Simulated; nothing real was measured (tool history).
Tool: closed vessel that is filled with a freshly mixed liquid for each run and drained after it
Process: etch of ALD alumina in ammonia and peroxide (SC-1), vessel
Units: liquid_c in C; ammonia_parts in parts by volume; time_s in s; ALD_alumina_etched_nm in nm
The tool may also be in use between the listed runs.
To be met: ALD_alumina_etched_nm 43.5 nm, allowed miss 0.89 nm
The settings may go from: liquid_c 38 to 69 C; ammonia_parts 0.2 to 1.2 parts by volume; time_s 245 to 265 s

run  hour  liquid_c  ammonia_parts  time_s  ALD_alumina_etched_nm
  1     0        53           0.75     245                 26.717
  2   1.7        55           0.75     245                 29.719
  3  10.3      56.5           0.75     245                 31.993
  4  19.3      57.5           0.75     245                 33.703
  5  28.2      57.5           0.45     245                 31.812
  6  33.3      57.5            0.3     245                 30.809
  7  37.3        59            0.3     245                 33.445
  8  41.8        60            0.3     245                  34.99
  9    48        61            0.3     245                  36.75
 10  51.6      61.5            0.3     245                 38.164
 11    54        62            0.3     245                 38.855
 12  62.7      62.5            0.3     245                 39.678

Which of these 4 next moves meets every target?
  A  71.4      62.5            0.3     255                      ?
  B  71.4      60.5           0.45     245                      ?
  C  71.4      62.5            0.3     265                      ?
  D  71.4        61           0.95     245                      ?

move  ALD_alumina_etched_nm
   A                 41.802
   B                 37.699
   C                 43.442
   D                 41.505
A: nearer than the last run, and not there yet
B: further off than the last run
C: meets every target
D: nearer than the last run, and not there yet
The right move is C.
